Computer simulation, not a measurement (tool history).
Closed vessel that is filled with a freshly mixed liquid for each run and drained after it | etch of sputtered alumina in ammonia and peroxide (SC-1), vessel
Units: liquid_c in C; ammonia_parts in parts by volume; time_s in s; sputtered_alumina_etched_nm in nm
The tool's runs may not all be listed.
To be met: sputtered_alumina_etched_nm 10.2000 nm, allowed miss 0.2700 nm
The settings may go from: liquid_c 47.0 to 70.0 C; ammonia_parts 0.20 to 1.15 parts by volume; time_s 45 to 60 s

run,hour,liquid_c,ammonia_parts,time_s,sputtered_alumina_etched_nm
1,0.0,63.0,0.65,60,7.1699
2,1.0,63.0,0.65,45,5.3864
3,5.9,65.0,0.80,50,6.6909
4,7.8,67.5,0.80,50,7.5733
5,12.0,68.0,0.90,55,8.6861
6,18.3,68.0,0.80,55,8.5829
7,20.8,68.5,0.80,55,8.7551
8,25.6,69.0,0.80,55,8.9736
9,30.4,69.5,0.85,55,9.2693

4 next moves are on the table. One of them brings every result within its allowed miss. Which?
A,35.2,70.0,0.75,60,?
B,35.2,67.5,0.80,55,?
C,35.2,70.0,0.65,55,?
D,35.2,69.5,0.70,55,?

move,sputtered_alumina_etched_nm
A,10.3280
B,8.4398
C,9.3404
D,9.1824
A: meets every target
B: further off than the last run
C: nearer than the last run, and not there yet
D: further off than the last run
The right move is A.

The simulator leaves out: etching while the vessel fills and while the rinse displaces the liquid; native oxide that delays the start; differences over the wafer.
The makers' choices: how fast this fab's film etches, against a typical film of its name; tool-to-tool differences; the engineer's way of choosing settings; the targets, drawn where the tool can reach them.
